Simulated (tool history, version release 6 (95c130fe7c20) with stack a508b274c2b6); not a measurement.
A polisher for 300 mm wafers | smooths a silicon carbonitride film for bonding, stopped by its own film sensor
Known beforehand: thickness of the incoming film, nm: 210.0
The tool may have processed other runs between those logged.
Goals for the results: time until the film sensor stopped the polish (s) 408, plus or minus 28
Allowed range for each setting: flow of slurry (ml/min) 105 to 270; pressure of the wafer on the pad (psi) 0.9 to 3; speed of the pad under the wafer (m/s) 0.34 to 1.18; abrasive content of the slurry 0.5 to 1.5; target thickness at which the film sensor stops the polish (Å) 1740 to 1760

| run | day | flow of slurry (ml/min) | pressure of the wafer on the pad (psi) | speed of the pad under the wafer (m/s) | abrasive content of the slurry | target thickness at which the film sensor stops the polish (Å) | time until the film sensor stopped the polish (s) |
|---|---|---|---|---|---|---|---|
| 1 | 0 | 175 | 1.9 | 0.76 | 1 | 1760 | 198.7 |
| 2 | 0.138 | 175 | 1.9 | 0.66 | 1 | 1760 | 220.46 |
| 3 | 0.304 | 175 | 1.7 | 0.64 | 1 | 1760 | 241.76 |
| 4 | 0.642 | 175 | 1.5 | 0.6 | 1 | 1760 | 289.47 |
| 5 | 0.808 | 175 | 1.5 | 0.6 | 1 | 1760 | 288.47 |
| 6 | 0.833 | 175 | 1.4 | 0.6 | 1 | 1760 | 310.22 |
| 7 | 0.988 | 175 | 1.3 | 0.6 | 1 | 1760 | 338.26 |
| 8 | 1.354 | 175 | 1.2 | 0.6 | 1 | 1760 | 369.81 |

Below are 5 possible settings for the next run. Only one of them brings all results inside the allowed miss of their targets. Which is it?
| A | 1.721 | 150 | 1.2 | 0.62 | 1.3 | 1760 | ? |
| B | 1.721 | 180 | 1.3 | 0.54 | 1 | 1760 | ? |
| C | 1.721 | 175 | 1.1 | 0.62 | 0.9 | 1760 | ? |
| D | 1.721 | 145 | 1.2 | 0.7 | 1 | 1760 | ? |
| E | 1.721 | 175 | 1.2 | 0.66 | 0.95 | 1740 | ? |

| move | time until the film sensor stopped the polish (s) |
|---|---|
| A | 313.22 |
| B | 345.23 |
| C | 390.15 |
| D | 324.64 |
| E | 356.09 |
A: the biggest miss grows against the last run
B: the biggest miss grows against the last run
C: hits every target within its allowed miss
D: the biggest miss grows against the last run
E: the biggest miss grows against the last run
Move C is the one to make.
